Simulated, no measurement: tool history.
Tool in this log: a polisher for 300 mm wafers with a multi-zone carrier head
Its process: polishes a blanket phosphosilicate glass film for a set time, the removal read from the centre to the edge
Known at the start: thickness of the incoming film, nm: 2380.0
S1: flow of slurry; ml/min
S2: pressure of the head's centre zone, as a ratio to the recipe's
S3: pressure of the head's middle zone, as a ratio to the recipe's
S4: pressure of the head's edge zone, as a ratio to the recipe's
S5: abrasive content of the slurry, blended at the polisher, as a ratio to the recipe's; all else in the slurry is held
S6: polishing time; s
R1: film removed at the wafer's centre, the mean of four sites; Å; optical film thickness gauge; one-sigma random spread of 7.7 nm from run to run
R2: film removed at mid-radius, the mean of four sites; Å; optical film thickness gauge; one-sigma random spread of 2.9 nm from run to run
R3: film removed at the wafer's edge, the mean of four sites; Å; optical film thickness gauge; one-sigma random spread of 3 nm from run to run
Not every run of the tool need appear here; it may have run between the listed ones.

| run | hour | S1 | S2 | S3 | S4 | S5 | S6 | R1 | R2 | R3 |
|---|---|---|---|---|---|---|---|---|---|---|
| 1 | 0 | 315 | 1 | 1 | 1 | 1 | 38 | 4271.6 | 4486.1 | 4327.5 |
| 2 | 4.5 | 315 | 0.97 | 1 | 1 | 1 | 38 | 4084.5 | 4389.6 | 4328.4 |
| 3 | 8.5 | 385 | 0.97 | 1 | 1 | 1 | 38 | 4245.8 | 4508.5 | 4354.9 |
| 4 | 15.5 | 385 | 0.97 | 1.08 | 1 | 1 | 38 | 4216.1 | 4830.2 | 4395 |
| 5 | 22.6 | 390 | 1 | 1.06 | 1.02 | 1 | 38 | 4405.2 | 4722.2 | 4400.1 |
| 6 | 30.3 | 390 | 1 | 1.06 | 1.02 | 1.1 | 38 | 4664.4 | 4995.3 | 4581.1 |
| 7 | 36.2 | 390 | 1 | 1.06 | 1.02 | 1.1 | 38 | 4627.3 | 4996.5 | 4664.3 |
| 8 | 40.6 | 395 | 1.02 | 1.05 | 1.03 | 1.1 | 38 | 4662.5 | 4885.3 | 4679.7 |

Forecast run 9:
| 9 | 44.6 | 400 | 1.05 | 1.05 | 1.03 | 1.1 | 38 | ? | ? | ? |

Run 9 gave R1 4926.2 Å, R2 4931.5 Å, R3 4641.4 Å.

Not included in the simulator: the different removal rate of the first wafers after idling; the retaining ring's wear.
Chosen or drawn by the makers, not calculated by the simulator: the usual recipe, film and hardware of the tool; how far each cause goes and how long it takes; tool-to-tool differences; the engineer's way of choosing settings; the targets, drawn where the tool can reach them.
